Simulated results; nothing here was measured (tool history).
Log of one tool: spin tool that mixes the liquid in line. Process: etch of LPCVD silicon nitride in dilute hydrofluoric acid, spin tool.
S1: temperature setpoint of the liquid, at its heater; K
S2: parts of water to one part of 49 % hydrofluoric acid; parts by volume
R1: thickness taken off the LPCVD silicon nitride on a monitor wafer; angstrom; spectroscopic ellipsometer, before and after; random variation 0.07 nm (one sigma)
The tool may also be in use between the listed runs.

Run 1, day 0: S1 294.15 K, S2 75 parts by volume, time under the liquid (s) 295. Result: R1 15.649 angstrom.
Run 2, day 0.158: S1 296.15 K, S2 70 parts by volume, time under the liquid (s) 295. Result: R1 18.883 angstrom.
Run 3, day 0.512: S1 296.15 K, S2 90 parts by volume, time under the liquid (s) 295. Result: R1 15.039 angstrom.
Run 4, day 0.692: S1 296.15 K, S2 90 parts by volume, time under the liquid (s) 295. Result: R1 14.587 angstrom.
Run 5, day 0.904: S1 293.65 K, S2 90 parts by volume, time under the liquid (s) 295. Result: R1 12.231 angstrom.
Run 6, day 1.004: S1 295.65 K, S2 80 parts by volume, time under the liquid (s) 295. Result: R1 16.316 angstrom.

Forecast run 7:
Run 7, day 1.279: S1 297.15 K, S2 75 parts by volume, time under the liquid (s) 295. Result: R1 ?.

{"run 7": {"R1": 18.031}}
